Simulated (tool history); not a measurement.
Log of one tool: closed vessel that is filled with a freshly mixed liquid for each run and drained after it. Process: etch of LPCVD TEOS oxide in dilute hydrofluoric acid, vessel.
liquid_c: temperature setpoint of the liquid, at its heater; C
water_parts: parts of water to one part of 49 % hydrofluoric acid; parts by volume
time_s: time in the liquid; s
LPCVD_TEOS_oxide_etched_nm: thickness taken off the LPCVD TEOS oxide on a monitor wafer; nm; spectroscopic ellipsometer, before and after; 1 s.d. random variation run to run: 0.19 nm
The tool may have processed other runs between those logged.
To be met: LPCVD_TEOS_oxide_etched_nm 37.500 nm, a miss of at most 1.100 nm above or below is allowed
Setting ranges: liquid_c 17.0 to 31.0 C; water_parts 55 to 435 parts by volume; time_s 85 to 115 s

| run | day | liquid_c | water_parts | time_s | LPCVD_TEOS_oxide_etched_nm |
|---|---|---|---|---|---|
| 1 | 0.000 | 23.0 | 245 | 115 | 22.051 |
| 2 | 0.262 | 23.0 | 205 | 115 | 27.756 |
| 3 | 0.346 | 20.5 | 205 | 115 | 25.179 |
| 4 | 0.454 | 20.5 | 205 | 115 | 25.268 |
| 5 | 0.571 | 23.0 | 200 | 115 | 28.693 |
| 6 | 0.925 | 23.0 | 200 | 115 | 28.608 |
| 7 | 1.083 | 24.5 | 200 | 115 | 30.123 |
| 8 | 1.383 | 24.5 | 200 | 115 | 30.198 |

Which single option among these 4 for the next run brings every result within its allowed miss of target? Just one does.
| A | 1.683 | 26.5 | 200 | 115 | ? |
| B | 1.683 | 27.5 | 160 | 115 | ? |
| C | 1.683 | 18.5 | 185 | 110 | ? |
| D | 1.683 | 25.5 | 135 | 85 | ? |

| move | LPCVD_TEOS_oxide_etched_nm |
|---|---|
| A | 32.229 |
| B | 43.791 |
| C | 25.029 |
| D | 36.699 |
A: moves toward the targets from the last run without getting all of them in spec
B: pushes the last run's worst result past its target
C: further off than the last run
D: all results land within tolerance of their targets
Answer: D
